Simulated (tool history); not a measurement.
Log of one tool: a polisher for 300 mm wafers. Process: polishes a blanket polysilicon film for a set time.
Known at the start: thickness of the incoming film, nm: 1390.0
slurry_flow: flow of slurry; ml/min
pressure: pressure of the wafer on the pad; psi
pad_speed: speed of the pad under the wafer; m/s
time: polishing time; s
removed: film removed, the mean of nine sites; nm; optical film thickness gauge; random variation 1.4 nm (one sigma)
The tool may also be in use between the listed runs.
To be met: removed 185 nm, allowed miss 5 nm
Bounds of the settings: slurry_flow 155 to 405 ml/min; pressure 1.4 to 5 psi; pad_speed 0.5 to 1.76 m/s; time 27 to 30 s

{"run": 1, "day": 0.0, "slurry_flow": 260, "pressure": 3.2, "pad_speed": 1.12, "time": 30, "removed": 288.28}
{"run": 2, "day": 0.375, "slurry_flow": 255, "pressure": 2.7, "pad_speed": 1.12, "time": 30, "removed": 247.2}
{"run": 3, "day": 0.488, "slurry_flow": 255, "pressure": 2.7, "pad_speed": 0.96, "time": 30, "removed": 214.77}
{"run": 4, "day": 0.588, "slurry_flow": 255, "pressure": 2.5, "pad_speed": 0.96, "time": 30, "removed": 199.4}
{"run": 5, "day": 0.921, "slurry_flow": 255, "pressure": 2.4, "pad_speed": 0.96, "time": 30, "removed": 193.55}
{"run": 6, "day": 1.029, "slurry_flow": 255, "pressure": 2.8, "pad_speed": 0.96, "time": 30, "removed": 218.58}
{"run": 7, "day": 1.108, "slurry_flow": 250, "pressure": 2.6, "pad_speed": 0.96, "time": 30, "removed": 205.82}
{"run": 8, "day": 1.312, "slurry_flow": 245, "pressure": 2.5, "pad_speed": 0.96, "time": 30, "removed": 200.13}
{"run": 9, "day": 1.429, "slurry_flow": 245, "pressure": 2.4, "pad_speed": 0.96, "time": 30, "removed": 193.38}

Which of these 5 next moves meets every target?
{"run": "A", "day": 1.546, "slurry_flow": 240, "pressure": 2.7, "pad_speed": 0.86, "time": 29, "removed": "?"}
{"run": "B", "day": 1.546, "slurry_flow": 240, "pressure": 2.8, "pad_speed": 0.92, "time": 29, "removed": "?"}
{"run": "C", "day": 1.546, "slurry_flow": 235, "pressure": 2, "pad_speed": 1.14, "time": 30, "removed": "?"}
{"run": "D", "day": 1.546, "slurry_flow": 190, "pressure": 2.7, "pad_speed": 0.94, "time": 30, "removed": "?"}
{"run": "E", "day": 1.546, "slurry_flow": 310, "pressure": 3.2, "pad_speed": 0.8, "time": 29, "removed": "?"}

move=A removed=182.76
move=B removed=201.29
move=C removed=192.01
move=D removed=202.62
move=E removed=201.32
A: meets every target
B: further off than the last run
C: nearer than the last run, and not there yet
D: further off than the last run
E: further off than the last run
Answer: A
